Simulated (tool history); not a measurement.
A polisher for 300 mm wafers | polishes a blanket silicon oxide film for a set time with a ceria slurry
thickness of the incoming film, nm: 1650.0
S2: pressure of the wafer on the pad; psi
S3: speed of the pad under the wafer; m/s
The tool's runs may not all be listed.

Run 1, hour 0.0: flow of slurry (ml/min) 225, S2 4.0 psi, S3 1.24 m/s, polishing time (s) 69. Result: film removed (Å) 4211.0.
Run 2, hour 4.3: flow of slurry (ml/min) 225, S2 4.0 psi, S3 1.24 m/s, polishing time (s) 69. Result: film removed (Å) 4183.4.
Run 3, hour 6.4: flow of slurry (ml/min) 225, S2 3.7 psi, S3 1.24 m/s, polishing time (s) 69. Result: film removed (Å) 3954.3.
Run 4, hour 9.6: flow of slurry (ml/min) 225, S2 4.2 psi, S3 1.26 m/s, polishing time (s) 69. Result: film removed (Å) 4500.5.
Run 5, hour 13.2: flow of slurry (ml/min) 225, S2 4.5 psi, S3 1.26 m/s, polishing time (s) 69. Result: film removed (Å) 4808.8.
Run 6, hour 16.1: flow of slurry (ml/min) 225, S2 4.8 psi, S3 1.26 m/s, polishing time (s) 69. Result: film removed (Å) 5184.3.
Run 7, hour 18.9: flow of slurry (ml/min) 225, S2 5.0 psi, S3 1.26 m/s, polishing time (s) 69. Result: film removed (Å) 5298.5.
Run 8, hour 25.4: flow of slurry (ml/min) 225, S2 5.2 psi, S3 1.26 m/s, polishing time (s) 69. Result: film removed (Å) 5563.4.

Forecast run 9:
Run 9, hour 31.4: flow of slurry (ml/min) 225, S2 5.3 psi, S3 1.26 m/s, polishing time (s) 69. Result: film removed (Å) ?.

film removed (Å): 5630.9
